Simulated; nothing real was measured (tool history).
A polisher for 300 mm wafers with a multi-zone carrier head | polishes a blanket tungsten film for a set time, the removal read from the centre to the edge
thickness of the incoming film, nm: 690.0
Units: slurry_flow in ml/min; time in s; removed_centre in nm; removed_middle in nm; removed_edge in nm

{"run": 1, "hour": 0.0, "slurry_flow": 165, "centre_zone": 1.0, "middle_zone": 1.0, "edge_zone": 1.0, "slurry_solids": 1.0, "time": 43, "removed_centre": 108.83, "removed_middle": 110.61, "removed_edge": 115.15}
{"run": 2, "hour": 8.1, "slurry_flow": 165, "centre_zone": 1.0, "middle_zone": 1.07, "edge_zone": 1.0, "slurry_solids": 1.0, "time": 43, "removed_centre": 105.97, "removed_middle": 118.9, "removed_edge": 113.72}
{"run": 3, "hour": 13.7, "slurry_flow": 165, "centre_zone": 1.0, "middle_zone": 1.07, "edge_zone": 1.0, "slurry_solids": 0.8, "time": 43, "removed_centre": 103.38, "removed_middle": 113.09, "removed_edge": 111.67}
{"run": 4, "hour": 18.8, "slurry_flow": 155, "centre_zone": 1.0, "middle_zone": 1.07, "edge_zone": 0.96, "slurry_solids": 0.75, "time": 43, "removed_centre": 101.06, "removed_middle": 109.3, "removed_edge": 105.15}
{"run": 5, "hour": 27.3, "slurry_flow": 145, "centre_zone": 1.0, "middle_zone": 1.07, "edge_zone": 0.95, "slurry_solids": 0.75, "time": 43, "removed_centre": 98.725, "removed_middle": 109.77, "removed_edge": 103.2}
{"run": 6, "hour": 34.0, "slurry_flow": 145, "centre_zone": 1.0, "middle_zone": 1.07, "edge_zone": 0.95, "slurry_solids": 0.75, "time": 34, "removed_centre": 78.239, "removed_middle": 85.427, "removed_edge": 83.46}
{"run": 7, "hour": 40.8, "slurry_flow": 175, "centre_zone": 1.02, "middle_zone": 1.1, "edge_zone": 0.97, "slurry_solids": 0.8, "time": 34, "removed_centre": 84.944, "removed_middle": 92.602, "removed_edge": 86.238}
{"run": 8, "hour": 46.4, "slurry_flow": 195, "centre_zone": 1.02, "middle_zone": 1.11, "edge_zone": 1.0, "slurry_solids": 0.85, "time": 34, "removed_centre": 88.967, "removed_middle": 96.758, "removed_edge": 88.046}
{"run": 9, "hour": 52.8, "slurry_flow": 205, "centre_zone": 1.02, "middle_zone": 1.11, "edge_zone": 1.04, "slurry_solids": 0.9, "time": 34, "removed_centre": 91.674, "removed_middle": 100.55, "removed_edge": 93.19}
{"run": 10, "hour": 58.8, "slurry_flow": 210, "centre_zone": 1.02, "middle_zone": 1.11, "edge_zone": 1.06, "slurry_solids": 0.9, "time": 34, "removed_centre": 90.445, "removed_middle": 99.118, "removed_edge": 95.519}

The next listed run, before its measurement:
{"hour": 59.6, "done": "slurry nozzle cleaned"}
{"run": 11, "hour": 59.6, "slurry_flow": 240, "centre_zone": 1.05, "middle_zone": 1.16, "edge_zone": 1.06, "slurry_solids": 0.95, "time": 34, "removed_centre": "?", "removed_middle": "?", "removed_edge": "?"}

Run 11 gave removed_centre 101.930 nm, removed_middle 115.200 nm, removed_edge 102.020 nm.

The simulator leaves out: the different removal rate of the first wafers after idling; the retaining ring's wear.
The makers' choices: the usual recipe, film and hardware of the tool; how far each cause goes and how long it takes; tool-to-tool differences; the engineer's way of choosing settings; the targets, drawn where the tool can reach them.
